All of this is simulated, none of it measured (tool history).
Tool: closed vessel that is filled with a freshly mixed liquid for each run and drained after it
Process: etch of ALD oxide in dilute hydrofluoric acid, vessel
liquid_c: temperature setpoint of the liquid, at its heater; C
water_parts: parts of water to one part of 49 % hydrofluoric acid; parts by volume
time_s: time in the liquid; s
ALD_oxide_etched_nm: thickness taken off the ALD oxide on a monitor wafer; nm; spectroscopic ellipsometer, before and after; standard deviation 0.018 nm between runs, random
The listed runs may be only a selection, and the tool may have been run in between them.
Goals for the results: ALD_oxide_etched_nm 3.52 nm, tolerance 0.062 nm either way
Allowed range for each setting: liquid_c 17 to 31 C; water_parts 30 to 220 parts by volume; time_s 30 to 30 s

| run | hour | liquid_c | water_parts | time_s | ALD_oxide_etched_nm |
|---|---|---|---|---|---|
| 1 | 0 | 23 | 125 | 30 | 2.0553 |
| 2 | 5.2 | 23 | 90 | 30 | 2.9476 |
| 3 | 14.1 | 23 | 90 | 30 | 2.9952 |
| 4 | 20.9 | 23.5 | 90 | 30 | 3.0318 |
| 5 | 23.7 | 23.5 | 125 | 30 | 2.1133 |
| 6 | 31.4 | 23.5 | 125 | 30 | 2.0905 |
| 7 | 37 | 25 | 120 | 30 | 2.3255 |
| 8 | 40.5 | 26 | 115 | 30 | 2.5267 |
| 9 | 44.7 | 27 | 110 | 30 | 2.8035 |
| 10 | 48.8 | 27.5 | 110 | 30 | 2.8336 |
| 11 | 56.7 | 31 | 100 | 30 | 3.6082 |

Exactly one of the 4 candidate moves below puts every result within its allowed miss. Which one?
| A | 64.6 | 31 | 105 | 30 | ? |
| B | 64.6 | 30.5 | 100 | 30 | ? |
| C | 64.6 | 30.5 | 105 | 30 | ? |
| D | 64.6 | 29.5 | 100 | 30 | ? |

| move | ALD_oxide_etched_nm |
|---|---|
| A | 3.3893 |
| B | 3.5184 |
| C | 3.3271 |
| D | 3.3889 |
A: takes the biggest miss from the last run beyond its target
B: every result within its allowed miss
C: takes the biggest miss from the last run beyond its target
D: takes the biggest miss from the last run beyond its target
B meets every target.
